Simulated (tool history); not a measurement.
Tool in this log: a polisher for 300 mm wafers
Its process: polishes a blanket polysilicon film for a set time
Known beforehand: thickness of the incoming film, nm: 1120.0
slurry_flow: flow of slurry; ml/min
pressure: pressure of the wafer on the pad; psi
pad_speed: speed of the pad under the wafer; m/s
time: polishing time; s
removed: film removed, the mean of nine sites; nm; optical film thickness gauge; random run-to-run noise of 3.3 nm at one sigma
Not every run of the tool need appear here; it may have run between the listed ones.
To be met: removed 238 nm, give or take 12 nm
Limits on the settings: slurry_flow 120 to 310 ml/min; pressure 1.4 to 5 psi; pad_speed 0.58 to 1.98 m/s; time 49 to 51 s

run 1 hour=0 | slurry_flow=200 pressure=3.2 pad_speed=1.28 time=49 | removed=530.97
run 2 hour=6.9 | slurry_flow=150 pressure=3.2 pad_speed=1.28 time=49 | removed=496.07
run 3 hour=13 | slurry_flow=150 pressure=2.9 pad_speed=1.24 time=49 | removed=442.83
run 4 hour=20.3 | slurry_flow=150 pressure=2.7 pad_speed=1.2 time=49 | removed=392.15
run 5 hour=21.2 | slurry_flow=150 pressure=2.7 pad_speed=1.52 time=49 | removed=500.9
run 6 hour=21.7 | slurry_flow=145 pressure=2.5 pad_speed=1.46 time=49 | removed=454.82
run 7 hour=29.5 | slurry_flow=140 pressure=2.3 pad_speed=1.4 time=49 | removed=404.46
run 8 hour=33.8 | slurry_flow=140 pressure=2.2 pad_speed=1.34 time=49 | removed=361.33
run 9 hour=42.3 | slurry_flow=140 pressure=2.1 pad_speed=1.32 time=49 | removed=341.18
run 10 hour=43.7 | slurry_flow=140 pressure=2 pad_speed=1.3 time=49 | removed=317.83
run 11 hour=44.7 | slurry_flow=140 pressure=1.9 pad_speed=1.3 time=49 | removed=300.53
run 12 hour=52.4 | slurry_flow=140 pressure=1.9 pad_speed=1.3 time=49 | removed=305.02
run 13 hour=53.6 | slurry_flow=140 pressure=1.8 pad_speed=1.3 time=49 | removed=288.27
run 14 hour=58.3 | slurry_flow=140 pressure=1.8 pad_speed=1.3 time=49 | removed=286.23
run 15 hour=66.4 | slurry_flow=140 pressure=1.7 pad_speed=1.3 time=49 | removed=275.41

Which single option among these 4 for the next run brings every result within its allowed miss of target? Just one does.
run A hour=74.5 | slurry_flow=160 pressure=1.8 pad_speed=1.24 time=49 | removed=?
run B hour=74.5 | slurry_flow=130 pressure=1.6 pad_speed=1.42 time=51 | removed=?
run C hour=74.5 | slurry_flow=120 pressure=2.4 pad_speed=0.82 time=49 | removed=?
run D hour=74.5 | slurry_flow=135 pressure=2.1 pad_speed=1.36 time=51 | removed=?

move=A removed=283.48
move=B removed=289.24
move=C removed=236.43
move=D removed=361.85
A: misses by more than the last run did
B: misses by more than the last run did
C: each result inside its tolerance
D: misses by more than the last run did
Go with C: it meets all targets.
